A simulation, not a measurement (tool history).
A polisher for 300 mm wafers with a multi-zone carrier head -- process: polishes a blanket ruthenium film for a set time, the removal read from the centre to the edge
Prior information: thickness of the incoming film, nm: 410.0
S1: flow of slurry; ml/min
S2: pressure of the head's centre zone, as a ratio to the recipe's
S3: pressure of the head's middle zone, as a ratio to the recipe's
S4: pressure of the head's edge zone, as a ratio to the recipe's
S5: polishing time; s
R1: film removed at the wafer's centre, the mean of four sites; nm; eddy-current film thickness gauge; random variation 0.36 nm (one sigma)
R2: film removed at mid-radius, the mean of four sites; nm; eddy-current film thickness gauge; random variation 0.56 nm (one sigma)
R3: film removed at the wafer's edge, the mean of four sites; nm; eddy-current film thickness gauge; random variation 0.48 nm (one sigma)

| run | hour | S1 | S2 | S3 | S4 | S5 | R1 | R2 | R3 |
|---|---|---|---|---|---|---|---|---|---|
| 1 | 0.0 | 240 | 1.00 | 1.00 | 1.00 | 46 | 48.723 | 48.129 | 48.772 |
| 2 | 5.0 | 240 | 1.00 | 0.95 | 1.00 | 46 | 49.425 | 46.033 | 48.489 |
| 3 | 6.3 | 240 | 0.97 | 0.95 | 1.00 | 46 | 47.650 | 47.471 | 47.634 |
| 4 | 9.5 | 240 | 0.97 | 0.87 | 1.00 | 46 | 46.896 | 43.119 | 48.146 |
| 5 | 15.8 | 230 | 0.93 | 0.90 | 0.99 | 46 | 45.133 | 43.898 | 48.640 |
| 6 | 24.2 | 230 | 0.93 | 0.90 | 0.94 | 46 | 45.168 | 43.276 | 46.848 |
| 7 | 25.3 | 235 | 0.90 | 0.94 | 0.92 | 46 | 43.411 | 47.162 | 46.990 |

Forecast run 8:
| 8 | 31.7 | 235 | 0.89 | 0.95 | 0.90 | 46 | ? | ? | ? |

R1: 43.564 nm
R2: 47.394 nm
R3: 45.652 nm
